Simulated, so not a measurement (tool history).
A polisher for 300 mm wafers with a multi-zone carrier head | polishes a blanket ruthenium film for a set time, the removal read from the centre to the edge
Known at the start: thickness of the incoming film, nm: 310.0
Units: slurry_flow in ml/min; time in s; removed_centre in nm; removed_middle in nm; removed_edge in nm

run 1 hour=0 | slurry_flow=260 centre_zone=1 middle_zone=1 edge_zone=1 time=34 | removed_centre=24.09 removed_middle=24.653 removed_edge=23.976
run 2 hour=1.4 | slurry_flow=275 centre_zone=1.05 middle_zone=1.02 edge_zone=1.04 time=35 | removed_centre=25.733 removed_middle=25.5 removed_edge=25.48
run 3 hour=6.3 | slurry_flow=275 centre_zone=1.05 middle_zone=1.02 edge_zone=0.98 time=35 | removed_centre=26.386 removed_middle=25.583 removed_edge=25.022
run 4 hour=12.5 | slurry_flow=275 centre_zone=0.97 middle_zone=1.02 edge_zone=0.98 time=35 | removed_centre=24.11 removed_middle=25.422 removed_edge=24.955
run 5 hour=16.6 | slurry_flow=295 centre_zone=1.03 middle_zone=1.04 edge_zone=1 time=36 | removed_centre=26.357 removed_middle=26.868 removed_edge=25.828
run 6 hour=24.2 | slurry_flow=295 centre_zone=1.07 middle_zone=1.05 edge_zone=1.02 time=37 | removed_centre=28.124 removed_middle=27.617 removed_edge=26.665
run 7 hour=28.4 | slurry_flow=300 centre_zone=1.1 middle_zone=1.06 edge_zone=1.04 time=38 | removed_centre=29.829 removed_middle=28.291 removed_edge=27.607
run 8 hour=29 | slurry_flow=305 centre_zone=1.12 middle_zone=1.07 edge_zone=1.06 time=39 | removed_centre=30.855 removed_middle=29.784 removed_edge=28.119
run 9 hour=36.6 | slurry_flow=310 centre_zone=1.13 middle_zone=1.06 edge_zone=1.08 time=40 | removed_centre=32.213 removed_middle=30.271 removed_edge=29.341

The next listed run, before its measurement:
run 10 hour=44.9 | slurry_flow=315 centre_zone=1.14 middle_zone=1.06 edge_zone=1.09 time=40 | removed_centre=? removed_middle=? removed_edge=?

Run 10 gave removed_centre 32.41 nm, removed_middle 30.127 nm, removed_edge 29.426 nm.
